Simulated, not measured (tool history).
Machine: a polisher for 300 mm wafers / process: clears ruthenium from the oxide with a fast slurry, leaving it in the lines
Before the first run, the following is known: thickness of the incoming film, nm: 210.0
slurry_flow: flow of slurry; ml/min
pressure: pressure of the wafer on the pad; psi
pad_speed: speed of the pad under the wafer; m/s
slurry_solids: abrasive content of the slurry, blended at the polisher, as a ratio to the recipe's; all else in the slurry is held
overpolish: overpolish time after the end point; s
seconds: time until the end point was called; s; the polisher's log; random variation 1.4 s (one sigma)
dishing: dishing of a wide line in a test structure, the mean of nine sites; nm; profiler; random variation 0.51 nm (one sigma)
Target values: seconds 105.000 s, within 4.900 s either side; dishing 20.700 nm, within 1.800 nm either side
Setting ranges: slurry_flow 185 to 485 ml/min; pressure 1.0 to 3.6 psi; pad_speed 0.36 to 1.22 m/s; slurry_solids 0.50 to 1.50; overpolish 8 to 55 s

run,day,slurry_flow,pressure,pad_speed,slurry_solids,overpolish,seconds,dishing
1,0.000,310,2.3,0.78,1.00,28,75.668,59.311
2,0.062,310,2.1,0.78,1.00,23,82.418,46.532
3,0.329,310,2.6,0.78,1.00,23,66.710,55.126
4,0.562,310,3.1,0.78,1.00,23,57.649,64.878
5,0.883,310,3.1,0.66,1.00,23,67.670,58.510
6,1.250,310,2.5,0.66,1.00,23,80.713,46.580
7,1.333,310,2.3,0.66,1.00,19,89.011,37.792
8,1.433,310,2.1,0.66,1.00,16,96.600,30.233
9,1.792,310,1.8,0.68,1.00,8,109.210,13.214

Of the 4 settings listed for the next run, only one would bring every result within its allowed miss of target. Which one?
A,2.150,340,1.5,0.72,1.15,15,?,?
B,2.150,270,1.6,0.80,1.05,12,?,?
C,2.150,350,2.4,0.56,0.95,15,?,?
D,2.150,345,2.0,0.66,0.90,9,?,?

move,seconds,dishing
A,115.290,22.954
B,102.640,20.727
C,99.515,26.390
D,103.420,15.603
A: takes the biggest miss from the last run beyond its target
B: in spec on every target
C: takes the biggest miss from the last run beyond its target
D: nearer the targets than the last run, but a result is still out of spec
Answer: B
